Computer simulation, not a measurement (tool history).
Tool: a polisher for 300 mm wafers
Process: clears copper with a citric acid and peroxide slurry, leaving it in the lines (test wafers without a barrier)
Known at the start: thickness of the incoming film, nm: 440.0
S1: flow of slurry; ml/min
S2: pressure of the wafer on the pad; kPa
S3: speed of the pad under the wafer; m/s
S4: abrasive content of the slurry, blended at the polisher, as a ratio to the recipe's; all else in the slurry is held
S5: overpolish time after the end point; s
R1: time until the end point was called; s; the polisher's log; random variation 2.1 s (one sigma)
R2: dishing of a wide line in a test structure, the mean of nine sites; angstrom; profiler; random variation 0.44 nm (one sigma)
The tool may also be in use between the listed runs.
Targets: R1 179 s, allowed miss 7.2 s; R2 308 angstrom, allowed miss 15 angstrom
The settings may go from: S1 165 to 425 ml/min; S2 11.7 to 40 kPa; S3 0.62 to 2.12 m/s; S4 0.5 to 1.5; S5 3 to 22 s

run    day   S1    S2    S3  S4  S5      R1      R2
  1      0  275  25.5  1.36   1  11  129.81  317.45
  2  0.154  275  24.1  1.36   1  12  133.97  322.33
  3  0.288  275  24.1  1.36   1   9  134.69  256.83
  4  0.425  275  20.7  1.36   1   9  159.06  224.09
  5  0.529  275    20  1.36   1  10  164.32  241.51
  6  0.658  340    20  1.36   1  10   162.4  236.51
  7    0.7  340  19.3  1.36   1  11  166.32  251.13
  8  1.058  340  19.3  1.36   1  12  164.64  265.38
  9  1.412  340  18.6  1.36   1  13  171.96  278.98
 10  1.546  340  18.6  1.36   1  13  169.93  278.49
 11  1.842  340  18.6  1.36   1  13  170.12  287.84

Which of these 5 next moves meets every target?
  A  2.138  360  16.5  1.54   0.9  13   ?   ?
  B  2.138  365    20  1.42  1.05  13   ?   ?
  C  2.138  345  18.6   1.3  0.95  15   ?   ?
  D  2.138  385    20  1.38   0.9  13   ?   ?
  E  2.138  355  19.3  1.22     1  12   ?   ?

move      R1      R2
   A     181  270.01
   B  153.15  311.83
   C  178.36  308.84
   D  161.25  298.97
   E  176.49  259.05
A: further off than the last run
B: brings the result that was furthest off to its target, and leaves another outside
C: meets every target
D: brings the result that was furthest off to its target, and leaves another outside
E: further off than the last run
The right move is C.
